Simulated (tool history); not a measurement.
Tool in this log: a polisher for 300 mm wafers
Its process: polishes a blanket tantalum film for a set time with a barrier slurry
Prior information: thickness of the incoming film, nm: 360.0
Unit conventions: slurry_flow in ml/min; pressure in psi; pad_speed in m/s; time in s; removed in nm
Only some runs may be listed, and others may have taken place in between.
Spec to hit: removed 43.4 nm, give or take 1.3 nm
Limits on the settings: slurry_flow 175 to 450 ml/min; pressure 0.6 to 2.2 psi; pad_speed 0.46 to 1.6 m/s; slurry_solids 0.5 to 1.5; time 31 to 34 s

run 1 hour=0 | slurry_flow=290 pressure=1.4 pad_speed=1.02 slurry_solids=1 time=34 | removed=36.859
run 2 hour=2.9 | slurry_flow=290 pressure=1.4 pad_speed=1.02 slurry_solids=1 time=31 | removed=33.113
run 3 hour=9.3 | slurry_flow=290 pressure=1.4 pad_speed=1.02 slurry_solids=1.1 time=31 | removed=34.355
run 4 hour=15.8 | slurry_flow=360 pressure=1.4 pad_speed=1.02 slurry_solids=1.1 time=31 | removed=34.945
run 5 hour=24.3 | slurry_flow=360 pressure=1.4 pad_speed=0.92 slurry_solids=1.1 time=31 | removed=32.082
run 6 hour=29.3 | slurry_flow=360 pressure=1.2 pad_speed=0.92 slurry_solids=1.1 time=31 | removed=27.464
run 7 hour=30.6 | slurry_flow=360 pressure=1.3 pad_speed=0.92 slurry_solids=1.1 time=31 | removed=29.864
run 8 hour=35.7 | slurry_flow=360 pressure=1.4 pad_speed=0.92 slurry_solids=1.1 time=31 | removed=32.063

Below are 4 possible settings for the next run. Only one of them brings all results inside the allowed miss of their targets. Which is it?
run A hour=40.8 | slurry_flow=385 pressure=1.8 pad_speed=0.86 slurry_solids=1.05 time=33 | removed=?
run B hour=40.8 | slurry_flow=400 pressure=1.3 pad_speed=0.9 slurry_solids=1.05 time=31 | removed=?
run C hour=40.8 | slurry_flow=435 pressure=1.4 pad_speed=1.16 slurry_solids=1.25 time=33 | removed=?
run D hour=40.8 | slurry_flow=400 pressure=1.6 pad_speed=0.92 slurry_solids=1.2 time=34 | removed=?

move=A removed=39.652
move=B removed=28.898
move=C removed=43.537
move=D removed=40.556
A: nearer the targets than the last run, but a result is still out of spec
B: moves away from the targets compared with the last run
C: every result within its allowed miss
D: nearer the targets than the last run, but a result is still out of spec
Go with C: it meets all targets.

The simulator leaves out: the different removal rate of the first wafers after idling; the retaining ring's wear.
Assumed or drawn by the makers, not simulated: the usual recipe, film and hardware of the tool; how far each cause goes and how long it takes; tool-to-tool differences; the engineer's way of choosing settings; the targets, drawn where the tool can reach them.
